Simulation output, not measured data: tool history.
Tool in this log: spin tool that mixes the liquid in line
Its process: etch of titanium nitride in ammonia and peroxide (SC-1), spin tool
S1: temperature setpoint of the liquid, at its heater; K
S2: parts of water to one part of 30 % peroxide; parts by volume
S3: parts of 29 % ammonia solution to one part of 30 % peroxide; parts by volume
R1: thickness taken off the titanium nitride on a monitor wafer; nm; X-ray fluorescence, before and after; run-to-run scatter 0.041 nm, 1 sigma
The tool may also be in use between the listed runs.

{"run": 1, "hour": 0.0, "S1": 333.15, "S2": 20, "S3": 0.75, "time under the liquid (s)": 160, "R1": 20.156}
{"run": 2, "hour": 4.4, "S1": 333.15, "S2": 20, "S3": 0.75, "time under the liquid (s)": 175, "R1": 22.124}
{"run": 3, "hour": 9.5, "S1": 333.15, "S2": 23, "S3": 0.75, "time under the liquid (s)": 175, "R1": 20.354}
{"run": 4, "hour": 17.2, "S1": 327.15, "S2": 23, "S3": 0.75, "time under the liquid (s)": 175, "R1": 13.602}
{"run": 5, "hour": 22.7, "S1": 327.15, "S2": 23, "S3": 0.75, "time under the liquid (s)": 160, "R1": 12.479}
{"run": 6, "hour": 23.3, "S1": 327.15, "S2": 23, "S3": 0.9, "time under the liquid (s)": 160, "R1": 12.936}
{"run": 7, "hour": 24.8, "S1": 326.65, "S2": 23, "S3": 0.9, "time under the liquid (s)": 160, "R1": 12.484}
{"run": 8, "hour": 25.5, "S1": 326.15, "S2": 23, "S3": 0.9, "time under the liquid (s)": 160, "R1": 12.133}

Predict the results of run 9:
{"run": 9, "hour": 32.5, "S1": 325.15, "S2": 23, "S3": 0.9, "time under the liquid (s)": 160, "R1": "?"}

R1: 11.327 nm
